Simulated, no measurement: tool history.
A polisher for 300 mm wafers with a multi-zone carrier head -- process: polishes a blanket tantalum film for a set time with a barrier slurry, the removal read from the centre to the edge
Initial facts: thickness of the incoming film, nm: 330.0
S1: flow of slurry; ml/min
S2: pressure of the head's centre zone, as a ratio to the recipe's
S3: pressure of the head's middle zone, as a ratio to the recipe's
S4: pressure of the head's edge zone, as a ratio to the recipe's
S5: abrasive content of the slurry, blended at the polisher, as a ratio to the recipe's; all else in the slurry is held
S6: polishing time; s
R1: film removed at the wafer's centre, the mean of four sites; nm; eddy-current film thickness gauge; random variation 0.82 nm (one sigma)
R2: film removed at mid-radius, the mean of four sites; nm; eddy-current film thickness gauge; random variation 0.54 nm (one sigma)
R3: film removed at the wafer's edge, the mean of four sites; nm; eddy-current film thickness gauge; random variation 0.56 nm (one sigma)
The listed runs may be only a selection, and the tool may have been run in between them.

Run 1, hour 0: S1 200 ml/min, S2 1, S3 1, S4 1, S5 1, S6 43 s. Result: R1 98.82 nm, R2 93.111 nm, R3 96.054 nm.
Run 2, hour 5.1: S1 200 ml/min, S2 1, S3 0.92, S4 1, S5 1, S6 43 s. Result: R1 100.08 nm, R2 84.963 nm, R3 95.95 nm.
Run 3, hour 10.9: S1 215 ml/min, S2 1, S3 0.92, S4 1, S5 1, S6 43 s. Result: R1 98.578 nm, R2 86.462 nm, R3 95.606 nm.
Run 4, hour 13.7: S1 215 ml/min, S2 0.99, S3 0.9, S4 0.97, S5 0.85, S6 39 s. Result: R1 83.899 nm, R2 72.363 nm, R3 81.569 nm.
Run 5, hour 15.8: S1 215 ml/min, S2 0.99, S3 0.9, S4 0.97, S5 0.65, S6 39 s. Result: R1 77.389 nm, R2 66.708 nm, R3 75.199 nm.
Run 6, hour 18.7: S1 240 ml/min, S2 0.99, S3 0.9, S4 0.97, S5 0.65, S6 39 s. Result: R1 78.694 nm, R2 67.642 nm, R3 75.355 nm.
Run 7, hour 20.5: S1 245 ml/min, S2 0.99, S3 0.89, S4 0.95, S5 0.6, S6 37 s. Result: R1 73.426 nm, R2 62.478 nm, R3 68.801 nm.
Run 8, hour 23.7: S1 245 ml/min, S2 0.98, S3 0.87, S4 0.93, S5 0.55, S6 36 s. Result: R1 65.719 nm, R2 57.591 nm, R3 63.013 nm.
Run 9, hour 27.2: S1 240 ml/min, S2 0.98, S3 0.85, S4 0.92, S5 0.55, S6 36 s. Result: R1 65.82 nm, R2 55.402 nm, R3 63.5 nm.
Run 10, hour 32.4: S1 240 ml/min, S2 0.98, S3 0.85, S4 0.9, S5 0.55, S6 36 s. Result: R1 68.075 nm, R2 55.811 nm, R3 63.188 nm.

Estimate the outcome of run 11 from the log above:
Run 11, hour 40: S1 245 ml/min, S2 0.97, S3 0.85, S4 0.89, S5 0.55, S6 35 s. Result: R1 ?, R2 ?, R3 ?.

{"run 11": {"R1": 63.648, "R2": 53.954, "R3": 59.07}}
